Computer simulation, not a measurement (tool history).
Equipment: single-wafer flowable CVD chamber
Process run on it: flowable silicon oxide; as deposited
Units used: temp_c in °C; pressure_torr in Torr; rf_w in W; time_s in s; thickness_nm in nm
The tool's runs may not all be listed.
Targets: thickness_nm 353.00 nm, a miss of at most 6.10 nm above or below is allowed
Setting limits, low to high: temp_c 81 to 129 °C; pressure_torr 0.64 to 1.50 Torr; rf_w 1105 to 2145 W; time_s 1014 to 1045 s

run  hour  temp_c  pressure_torr  rf_w  time_s  thickness_nm
  1   0.0     105           1.07  1625    1014        661.73
  2   3.0     105           1.07  1755    1014        673.43
  3  11.8     109           1.07  1755    1014        599.63
  4  16.8     116           1.07  1755    1014        492.57
  5  23.5     116           1.22  1755    1014        563.14
  6  27.2     116           1.22  1755    1045        577.88
  7  35.8     119           1.20  1755    1045        520.75
  8  40.0     121           1.18  1755    1045        488.45
  9  43.4     123           1.16  1755    1045        459.82
 10  48.7     123           1.16  1755    1045        457.92
 11  53.5     124           1.14  1750    1045        441.75
 12  60.6     129           1.06  1740    1045        362.27
 13  65.1     129           1.05  1740    1045        360.79
 14  69.4     129           1.05  1740    1045        360.80

Exercise: of the 4 proposed moves below, exactly one satisfies all targets within the stated allowed misses. Which move is it?
  A  73.7     128           1.09  1570    1036             ?
  B  73.7     127           1.00  1705    1041             ?
  C  73.7     125           0.99  1870    1039             ?
  D  73.7     127           1.01  1820    1045             ?

move  thickness_nm
   A        368.82
   B        356.19
   C        377.83
   D        367.92
A: moves away from the targets compared with the last run
B: every result within its allowed miss
C: moves away from the targets compared with the last run
D: moves away from the targets compared with the last run
Correct choice: B, which meets every target
